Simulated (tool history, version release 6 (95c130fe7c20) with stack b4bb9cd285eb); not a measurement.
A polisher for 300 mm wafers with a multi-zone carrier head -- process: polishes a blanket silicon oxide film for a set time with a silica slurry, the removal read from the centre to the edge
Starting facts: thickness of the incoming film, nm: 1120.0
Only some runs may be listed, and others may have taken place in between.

run,hour,flow of slurry (ml/min),pressure of the head's centre zone,pressure of the head's middle zone,pressure of the head's edge zone,abrasive content of the slurry,polishing time (s),film removed at the wafer's centre (Å),film removed at mid-radius (Å),film removed at the wafer's edge (Å)
1,0,215,1,1,1,1,72,1899.6,1883.8,1890.4
2,5.6,240,1,1,1,1,72,1892,1888.1,1937.2
3,12.7,245,0.98,1,0.99,0.95,71,1816.5,1793.7,1830.5
4,18.3,190,0.98,1,0.99,0.95,71,1782.4,1765,1812.5
5,20.2,190,0.98,1,0.99,1.05,71,1861.9,1913.3,1895.4
6,22.3,190,1.05,1,0.99,1.05,71,1965.7,1883.9,1890.4
7,31.3,135,0.95,0.99,1.02,0.8,58,1203.9,1292.1,1304

Forecast run 8:
8,34.4,135,0.94,0.99,1.02,0.8,58,?,?,?

Run 8 yielded film removed at the wafer's centre (Å) 1169.8, film removed at mid-radius (Å) 1279.9, film removed at the wafer's edge (Å) 1304.7.

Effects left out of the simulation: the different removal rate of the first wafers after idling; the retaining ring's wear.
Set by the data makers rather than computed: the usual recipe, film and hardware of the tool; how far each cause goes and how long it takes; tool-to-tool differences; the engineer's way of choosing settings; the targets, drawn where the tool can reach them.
